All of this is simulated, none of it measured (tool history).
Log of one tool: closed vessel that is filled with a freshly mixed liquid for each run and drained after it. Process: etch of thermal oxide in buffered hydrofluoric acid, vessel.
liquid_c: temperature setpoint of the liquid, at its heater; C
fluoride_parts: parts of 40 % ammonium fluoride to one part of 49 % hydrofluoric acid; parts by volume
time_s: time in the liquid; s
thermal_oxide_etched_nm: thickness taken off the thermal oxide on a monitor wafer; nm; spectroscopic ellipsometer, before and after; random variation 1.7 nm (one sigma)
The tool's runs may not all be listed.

run    day  liquid_c  fluoride_parts  time_s  thermal_oxide_etched_nm
  1  0.000      25.0             7.5     105                   147.66
  2  0.229      25.0             9.5     105                   117.17
  3  0.567      27.0             9.5     105                   130.07
  4  0.912      27.0             9.5     115                   144.00
  5  1.108      27.5             9.0     115                   153.65
  6  1.488      28.0             8.5     115                   167.30
  7  1.562      28.5             8.0     115                   182.66
  8  1.708      29.0             7.5     115                   202.50
     2.012  -- thermometer replaced
  9  2.012      29.5             7.5     115                   232.30

Run 10 comes next. What will it give?
 10  2.338      30.0             7.5     115                        ?

thermal_oxide_etched_nm: 236.15 nm

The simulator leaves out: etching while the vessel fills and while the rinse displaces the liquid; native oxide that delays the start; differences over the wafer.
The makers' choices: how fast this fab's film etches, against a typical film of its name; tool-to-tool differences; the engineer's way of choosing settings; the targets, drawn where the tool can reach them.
